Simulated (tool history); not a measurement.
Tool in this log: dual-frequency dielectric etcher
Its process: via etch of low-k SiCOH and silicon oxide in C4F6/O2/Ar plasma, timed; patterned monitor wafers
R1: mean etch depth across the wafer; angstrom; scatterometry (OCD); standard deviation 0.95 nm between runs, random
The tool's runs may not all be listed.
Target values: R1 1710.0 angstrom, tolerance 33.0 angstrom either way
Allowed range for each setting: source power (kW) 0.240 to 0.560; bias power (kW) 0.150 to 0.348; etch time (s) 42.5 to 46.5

run 1 hour=0.0 | source_power_(kW)=0.400 bias_power_(kW)=0.249 etch_time_(s)=46.5 | R1=1500.7
run 2 hour=2.4 | source_power_(kW)=0.400 bias_power_(kW)=0.249 etch_time_(s)=42.5 | R1=1380.9
run 3 hour=8.2 | source_power_(kW)=0.430 bias_power_(kW)=0.261 etch_time_(s)=42.5 | R1=1447.9
run 4 hour=13.8 | source_power_(kW)=0.450 bias_power_(kW)=0.272 etch_time_(s)=42.5 | R1=1484.7
run 5 hour=16.9 | source_power_(kW)=0.450 bias_power_(kW)=0.316 etch_time_(s)=42.5 | R1=1600.6
run 6 hour=18.0 | source_power_(kW)=0.420 bias_power_(kW)=0.316 etch_time_(s)=42.5 | R1=1560.8
run 7 hour=25.5 | source_power_(kW)=0.440 bias_power_(kW)=0.319 etch_time_(s)=42.5 | R1=1574.1
run 8 hour=32.8 | source_power_(kW)=0.460 bias_power_(kW)=0.322 etch_time_(s)=42.5 | R1=1621.8

Which of these 4 next moves meets every target?
run A hour=40.1 | source_power_(kW)=0.420 bias_power_(kW)=0.329 etch_time_(s)=43.0 | R1=?
run B hour=40.1 | source_power_(kW)=0.510 bias_power_(kW)=0.340 etch_time_(s)=42.5 | R1=?
run C hour=40.1 | source_power_(kW)=0.470 bias_power_(kW)=0.335 etch_time_(s)=45.5 | R1=?
run D hour=40.1 | source_power_(kW)=0.450 bias_power_(kW)=0.333 etch_time_(s)=46.5 | R1=?

move=A R1=1598.2
move=B R1=1712.6
move=C R1=1771.2
move=D R1=1778.7
A: the biggest miss grows against the last run
B: every result within its allowed miss
C: carries the result that was furthest off beyond its target, to the other side
D: carries the result that was furthest off beyond its target, to the other side
B is the move that brings every result within its allowed miss.
